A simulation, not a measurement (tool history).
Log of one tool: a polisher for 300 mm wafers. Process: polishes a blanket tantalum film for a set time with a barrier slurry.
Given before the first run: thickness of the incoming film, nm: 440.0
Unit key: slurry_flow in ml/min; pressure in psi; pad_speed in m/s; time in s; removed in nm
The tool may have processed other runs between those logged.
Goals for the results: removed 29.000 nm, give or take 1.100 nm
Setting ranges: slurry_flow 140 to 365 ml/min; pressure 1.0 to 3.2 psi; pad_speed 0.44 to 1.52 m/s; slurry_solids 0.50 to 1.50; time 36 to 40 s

run  hour  slurry_flow  pressure  pad_speed  slurry_solids  time  removed
  1   0.0          235       2.1       0.98           1.00    40   61.092
  2   7.0          265       2.1       0.98           1.00    40   61.445
  3   8.5          265       1.9       0.94           1.00    40   54.618
  4   9.7          265       1.9       0.94           1.15    40   55.899
  5  18.2          265       1.9       0.94           1.15    36   48.423
  6  23.8          265       1.9       0.94           1.15    36   50.087
  7  31.6          265       1.7       0.92           1.15    36   43.317
  8  35.5          265       1.6       0.92           1.15    36   42.171
  9  41.3          265       1.5       0.90           1.15    36   38.457
 10  44.0          265       1.4       0.90           1.15    36   35.439
 11  46.3          265       1.3       0.90           1.15    36   32.667
 12  50.5          260       1.3       0.90           1.15    36   32.766
 13  56.1          250       1.3       0.90           1.15    36   33.288
 14  59.1          250       1.2       0.90           1.15    36   30.358
 15  65.9          245       1.2       0.90           1.15    36   30.659
 16  73.8          235       1.2       0.90           1.15    36   30.525

Exactly one of the 5 candidate moves below puts every result within its allowed miss. Which one?
  A  81.7          270       1.5       0.64           1.00    36        ?
  B  81.7          265       1.0       0.88           1.15    37        ?
  C  81.7          245       1.1       1.04           1.05    37        ?
  D  81.7          160       1.0       1.04           1.25    37        ?
  E  81.7          240       1.0       0.82           1.10    40        ?

move  removed
   A   26.582
   B   25.952
   C   32.460
   D   28.823
   E   25.674
A: the result that was furthest off in the last run now lies on the other side of its target
B: the result that was furthest off in the last run now lies on the other side of its target
C: moves away from the targets compared with the last run
D: in spec on every target
E: the result that was furthest off in the last run now lies on the other side of its target
Correct choice: D, which meets every target
